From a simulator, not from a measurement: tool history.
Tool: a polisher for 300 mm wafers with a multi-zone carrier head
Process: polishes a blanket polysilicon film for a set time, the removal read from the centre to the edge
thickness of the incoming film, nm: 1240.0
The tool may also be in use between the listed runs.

| run | hour | flow of slurry (ml/min) | pressure of the head's centre zone | pressure of the head's middle zone | pressure of the head's edge zone | polishing time (s) | film removed at the wafer's centre (Å) | film removed at mid-radius (Å) | film removed at the wafer's edge (Å) |
|---|---|---|---|---|---|---|---|---|---|
| 1 | 0.0 | 265 | 1.00 | 1.00 | 1.00 | 45 | 3970.5 | 3827.1 | 3909.8 |
| 2 | 5.9 | 275 | 1.01 | 1.03 | 1.00 | 47 | 4131.0 | 4112.6 | 4103.4 |
| 3 | 12.2 | 285 | 1.03 | 1.06 | 0.99 | 48 | 4289.3 | 4348.8 | 4123.7 |
| 4 | 14.6 | 285 | 1.03 | 1.06 | 0.99 | 58 | 5219.7 | 5344.0 | 5025.3 |
| 5 | 17.3 | 285 | 0.98 | 1.06 | 0.99 | 58 | 4958.9 | 5235.1 | 4939.6 |
| 6 | 23.2 | 285 | 0.98 | 1.01 | 0.99 | 58 | 4959.4 | 5094.7 | 4922.0 |

The next listed run, before its measurement:
| 7 | 29.8 | 290 | 0.99 | 1.03 | 0.97 | 58 | ? | ? | ? |

film removed at the wafer's centre (Å): 5100.9
film removed at mid-radius (Å): 5242.8
film removed at the wafer's edge (Å): 4843.9
